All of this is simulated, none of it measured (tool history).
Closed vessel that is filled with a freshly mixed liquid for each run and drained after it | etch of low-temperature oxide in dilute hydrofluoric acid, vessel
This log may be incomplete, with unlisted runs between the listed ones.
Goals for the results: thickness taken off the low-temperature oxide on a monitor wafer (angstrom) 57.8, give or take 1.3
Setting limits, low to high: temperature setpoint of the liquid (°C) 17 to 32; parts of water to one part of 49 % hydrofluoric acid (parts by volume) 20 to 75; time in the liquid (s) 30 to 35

run,hour,temperature setpoint of the liquid (°C),parts of water to one part of 49 % hydrofluoric acid (parts by volume),time in the liquid (s),thickness taken off the low-temperature oxide on a monitor wafer (angstrom)
1,0,24,45,35,119.09
2,2.2,24,55,35,96.259
3,7.5,26,55,35,103.77
4,13.4,26,60,35,94.782
5,14.3,24,60,35,87.96
6,17.4,22.5,60,35,82.411
7,22.6,21.5,60,35,78.945
8,25.6,20.5,60,35,76.115
9,28.7,20,60,35,74.143
10,35.8,19.5,60,35,72.155
11,43.8,19,60,35,71.406
12,52.4,17,65,35,60.274
13,58.2,17,65,30,51.632
14,66.1,17.5,65,30,52.38
15,70.2,17.5,65,30,52.239
16,76.4,20.5,65,30,59.643

Which single option among these 5 for the next run brings every result within its allowed miss of target? Just one does.
A,82.6,23.5,75,30,?
B,82.6,18.5,65,30,?
C,82.6,21,65,30,?
D,82.6,17,70,35,?
E,82.6,21,75,35,?

move,thickness taken off the low-temperature oxide on a monitor wafer (angstrom)
A,57.902
B,54.933
C,61.033
D,55.505
E,60.976
A: every result lands within tolerance
B: carries the result that was furthest off beyond its target, to the other side
C: lands further from the targets than the last run did
D: carries the result that was furthest off beyond its target, to the other side
E: lands further from the targets than the last run did
Answer: A
